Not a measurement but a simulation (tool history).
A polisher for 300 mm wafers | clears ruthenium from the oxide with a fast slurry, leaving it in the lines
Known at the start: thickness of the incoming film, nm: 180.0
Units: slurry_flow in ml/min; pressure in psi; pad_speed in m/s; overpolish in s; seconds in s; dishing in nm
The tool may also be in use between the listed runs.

run 1 hour=0.0 | slurry_flow=145 pressure=2.3 pad_speed=0.92 slurry_solids=1.0 overpolish=21 | seconds=50.742 dishing=63.677
run 2 hour=2.8 | slurry_flow=145 pressure=2.3 pad_speed=0.92 slurry_solids=1.2 overpolish=21 | seconds=47.183 dishing=67.280
run 3 hour=11.8 | slurry_flow=155 pressure=2.5 pad_speed=0.92 slurry_solids=1.2 overpolish=16 | seconds=43.972 dishing=59.639
run 4 hour=13.0 | slurry_flow=155 pressure=2.5 pad_speed=1.04 slurry_solids=1.2 overpolish=16 | seconds=38.687 dishing=64.713
run 5 hour=19.7 | slurry_flow=155 pressure=2.5 pad_speed=1.04 slurry_solids=1.3 overpolish=16 | seconds=37.480 dishing=66.405
run 6 hour=27.0 | slurry_flow=155 pressure=2.5 pad_speed=1.04 slurry_solids=1.3 overpolish=13 | seconds=37.939 dishing=54.907

Forecast run 7:
run 7 hour=29.1 | slurry_flow=155 pressure=2.5 pad_speed=1.04 slurry_solids=1.3 overpolish=12 | seconds=? dishing=?

Run 7 gave seconds 37.740 s, dishing 51.449 nm.
